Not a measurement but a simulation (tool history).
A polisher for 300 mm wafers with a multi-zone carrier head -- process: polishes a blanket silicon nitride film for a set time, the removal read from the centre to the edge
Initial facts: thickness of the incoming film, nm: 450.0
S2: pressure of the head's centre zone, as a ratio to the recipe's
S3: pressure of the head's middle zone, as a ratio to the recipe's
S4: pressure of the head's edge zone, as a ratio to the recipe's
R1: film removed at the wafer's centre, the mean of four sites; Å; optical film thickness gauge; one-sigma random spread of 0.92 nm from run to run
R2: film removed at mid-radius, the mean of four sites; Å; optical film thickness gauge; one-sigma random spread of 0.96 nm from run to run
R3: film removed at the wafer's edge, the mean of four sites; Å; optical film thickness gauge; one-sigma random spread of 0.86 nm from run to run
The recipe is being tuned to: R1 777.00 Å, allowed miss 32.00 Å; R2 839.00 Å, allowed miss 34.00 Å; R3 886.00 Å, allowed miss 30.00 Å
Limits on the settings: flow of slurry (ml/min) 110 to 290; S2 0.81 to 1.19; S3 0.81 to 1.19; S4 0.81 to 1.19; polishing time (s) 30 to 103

run 1 hour=0.0 | flow_of_slurry_(ml/min)=185 S2=1.00 S3=1.00 S4=1.00 polishing_time_(s)=66 | R1=1274.40 R2=1243.90 R3=1288.60
run 2 hour=7.1 | flow_of_slurry_(ml/min)=180 S2=0.97 S3=0.99 S4=0.98 polishing_time_(s)=62 | R1=1135.10 R2=1151.00 R3=1200.10
run 3 hour=10.3 | flow_of_slurry_(ml/min)=175 S2=0.96 S3=0.98 S4=0.96 polishing_time_(s)=59 | R1=1086.40 R2=1087.70 R3=1142.10
run 4 hour=18.3 | flow_of_slurry_(ml/min)=170 S2=0.94 S3=0.98 S4=0.95 polishing_time_(s)=56 | R1=991.49 R2=1036.60 R3=1076.60
run 5 hour=26.7 | flow_of_slurry_(ml/min)=185 S2=0.94 S3=0.98 S4=0.95 polishing_time_(s)=56 | R1=1024.10 R2=1041.90 R3=1081.40
run 6 hour=30.4 | flow_of_slurry_(ml/min)=185 S2=0.92 S3=0.97 S4=0.94 polishing_time_(s)=54 | R1=967.34 R2=1009.90 R3=1036.40
run 7 hour=37.0 | flow_of_slurry_(ml/min)=185 S2=0.90 S3=0.95 S4=0.93 polishing_time_(s)=52 | R1=899.52 R2=945.95 R3=983.36
run 8 hour=40.5 | flow_of_slurry_(ml/min)=185 S2=0.89 S3=0.94 S4=0.92 polishing_time_(s)=52 | R1=905.93 R2=946.57 R3=997.25
run 9 hour=45.5 | flow_of_slurry_(ml/min)=145 S2=0.85 S3=0.93 S4=0.89 polishing_time_(s)=44 | R1=688.39 R2=769.23 R3=803.76
run 10 hour=46.8 | flow_of_slurry_(ml/min)=155 S2=0.85 S3=0.93 S4=0.90 polishing_time_(s)=44 | R1=708.02 R2=746.16 R3=814.66
run 11 hour=51.4 | flow_of_slurry_(ml/min)=165 S2=0.85 S3=0.94 S4=0.91 polishing_time_(s)=44 | R1=722.41 R2=775.58 R3=805.07
run 12 hour=55.5 | flow_of_slurry_(ml/min)=165 S2=0.85 S3=0.94 S4=0.90 polishing_time_(s)=45 | R1=741.75 R2=787.53 R3=818.93
run 13 hour=57.9 | flow_of_slurry_(ml/min)=165 S2=0.85 S3=0.95 S4=0.91 polishing_time_(s)=46 | R1=749.71 R2=820.21 R3=852.23

Which of these 5 next moves meets every target?
run A hour=60.3 | flow_of_slurry_(ml/min)=205 S2=1.00 S3=0.92 S4=0.88 polishing_time_(s)=44 | R1=? R2=? R3=?
run B hour=60.3 | flow_of_slurry_(ml/min)=170 S2=0.82 S3=1.04 S4=0.90 polishing_time_(s)=43 | R1=? R2=? R3=?
run C hour=60.3 | flow_of_slurry_(ml/min)=205 S2=0.89 S3=1.04 S4=0.83 polishing_time_(s)=44 | R1=? R2=? R3=?
run D hour=60.3 | flow_of_slurry_(ml/min)=110 S2=0.92 S3=0.87 S4=1.02 polishing_time_(s)=50 | R1=? R2=? R3=?
run E hour=60.3 | flow_of_slurry_(ml/min)=180 S2=0.81 S3=0.91 S4=0.88 polishing_time_(s)=48 | R1=? R2=? R3=?

move=A R1=862.02 R2=769.28 R3=832.25
move=B R1=699.85 R2=808.58 R3=801.89
move=C R1=788.59 R2=853.30 R3=809.43
move=D R1=788.63 R2=729.70 R3=921.75
move=E R1=782.28 R2=815.07 R3=894.15
A: its largest miss is bigger than the last run's
B: its largest miss is bigger than the last run's
C: its largest miss is bigger than the last run's
D: takes the biggest miss from the last run beyond its target
E: every result within its allowed miss
Move E is the one to make.
